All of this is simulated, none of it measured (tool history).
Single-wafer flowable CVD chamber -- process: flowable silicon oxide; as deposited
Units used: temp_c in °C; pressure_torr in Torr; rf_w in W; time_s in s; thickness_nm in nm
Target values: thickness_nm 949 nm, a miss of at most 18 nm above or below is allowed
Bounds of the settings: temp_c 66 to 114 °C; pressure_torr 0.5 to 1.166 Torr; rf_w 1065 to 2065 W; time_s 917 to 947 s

{"run": 1, "hour": 0.0, "temp_c": 90, "pressure_torr": 0.833, "rf_w": 1565, "time_s": 917, "thickness_nm": 749.22}
{"run": 2, "hour": 1.1, "temp_c": 90, "pressure_torr": 0.833, "rf_w": 1565, "time_s": 917, "thickness_nm": 746.45}
{"run": 3, "hour": 5.5, "temp_c": 88, "pressure_torr": 0.833, "rf_w": 1565, "time_s": 917, "thickness_nm": 795.38}
{"run": 4, "hour": 6.5, "temp_c": 88, "pressure_torr": 0.833, "rf_w": 1565, "time_s": 947, "thickness_nm": 826.29}
{"run": 5, "hour": 13.9, "temp_c": 88, "pressure_torr": 0.704, "rf_w": 1565, "time_s": 947, "thickness_nm": 694.97}
{"run": 6, "hour": 16.7, "temp_c": 85, "pressure_torr": 0.704, "rf_w": 1565, "time_s": 947, "thickness_nm": 778.72}
{"run": 7, "hour": 18.4, "temp_c": 83, "pressure_torr": 0.704, "rf_w": 1565, "time_s": 947, "thickness_nm": 827.41}
{"run": 8, "hour": 23.8, "temp_c": 82, "pressure_torr": 0.704, "rf_w": 1565, "time_s": 947, "thickness_nm": 859.91}
{"run": 9, "hour": 28.6, "temp_c": 81, "pressure_torr": 0.704, "rf_w": 1565, "time_s": 947, "thickness_nm": 884.45}

Exactly one of the 5 candidate moves below puts every result within its allowed miss. Which one?
{"run": "A", "hour": 33.4, "temp_c": 78, "pressure_torr": 0.728, "rf_w": 1630, "time_s": 947, "thickness_nm": "?"}
{"run": "B", "hour": 33.4, "temp_c": 76, "pressure_torr": 0.697, "rf_w": 1565, "time_s": 947, "thickness_nm": "?"}
{"run": "C", "hour": 33.4, "temp_c": 81, "pressure_torr": 0.778, "rf_w": 1600, "time_s": 947, "thickness_nm": "?"}
{"run": "D", "hour": 33.4, "temp_c": 76, "pressure_torr": 0.657, "rf_w": 1725, "time_s": 947, "thickness_nm": "?"}
{"run": "E", "hour": 33.4, "temp_c": 77, "pressure_torr": 0.726, "rf_w": 1420, "time_s": 917, "thickness_nm": "?"}

move=A thickness_nm=1006.7
move=B thickness_nm=1009.1
move=C thickness_nm=979.86
move=D thickness_nm=979.73
move=E thickness_nm=954.98
A: carries the result that was furthest off beyond its target, to the other side
B: carries the result that was furthest off beyond its target, to the other side
C: carries the result that was furthest off beyond its target, to the other side
D: carries the result that was furthest off beyond its target, to the other side
E: all results in spec
E meets every target.

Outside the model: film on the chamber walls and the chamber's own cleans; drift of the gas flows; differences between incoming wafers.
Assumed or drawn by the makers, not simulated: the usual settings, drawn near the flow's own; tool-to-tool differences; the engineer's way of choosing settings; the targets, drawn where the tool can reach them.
